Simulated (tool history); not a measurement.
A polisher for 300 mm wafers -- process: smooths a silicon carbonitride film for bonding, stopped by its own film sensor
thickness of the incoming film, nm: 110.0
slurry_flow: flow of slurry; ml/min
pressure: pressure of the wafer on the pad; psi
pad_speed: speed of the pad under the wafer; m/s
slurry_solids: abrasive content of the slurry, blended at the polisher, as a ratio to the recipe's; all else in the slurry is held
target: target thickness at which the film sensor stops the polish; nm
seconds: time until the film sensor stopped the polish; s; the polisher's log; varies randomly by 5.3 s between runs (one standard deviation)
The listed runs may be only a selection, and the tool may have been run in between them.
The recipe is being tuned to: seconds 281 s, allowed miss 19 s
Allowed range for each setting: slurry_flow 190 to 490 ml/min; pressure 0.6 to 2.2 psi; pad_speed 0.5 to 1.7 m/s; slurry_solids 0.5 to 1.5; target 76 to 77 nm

| run | hour | slurry_flow | pressure | pad_speed | slurry_solids | target | seconds |
|---|---|---|---|---|---|---|---|
| 1 | 0 | 315 | 1.4 | 1.1 | 1 | 77 | 166.96 |
| 2 | 0.9 | 315 | 1.4 | 1.1 | 0.85 | 77 | 184.3 |
| 3 | 9.5 | 315 | 1.4 | 1.1 | 0.85 | 77 | 183.83 |
| 4 | 14.9 | 315 | 1.3 | 1.08 | 0.85 | 77 | 201.61 |
| 5 | 20.5 | 315 | 1.3 | 1.08 | 0.85 | 77 | 196.23 |
| 6 | 22.8 | 315 | 1.2 | 1.06 | 0.85 | 77 | 220.17 |
| 7 | 25.5 | 315 | 1.2 | 1.06 | 0.85 | 77 | 216.67 |
| 8 | 31.8 | 315 | 1.1 | 1.04 | 0.85 | 77 | 249.66 |

Exercise: of the 5 proposed moves below, exactly one satisfies all targets within the stated allowed misses. Which move is it?
| A | 38.1 | 300 | 1 | 1.14 | 0.9 | 77 | ? |
| B | 38.1 | 285 | 0.9 | 1.06 | 1.35 | 77 | ? |
| C | 38.1 | 350 | 1 | 0.76 | 0.9 | 76 | ? |
| D | 38.1 | 305 | 0.9 | 0.88 | 0.85 | 77 | ? |
| E | 38.1 | 330 | 1 | 1.04 | 0.85 | 76 | ? |

| move | seconds |
|---|---|
| A | 241.94 |
| B | 235.39 |
| C | 341.11 |
| D | 339.27 |
| E | 274.98 |
A: the biggest miss grows against the last run
B: the biggest miss grows against the last run
C: moves the result that the last run missed by most past its target, out the other side
D: moves the result that the last run missed by most past its target, out the other side
E: hits every target within its allowed miss
So the answer is move E, the one that meets all the targets.
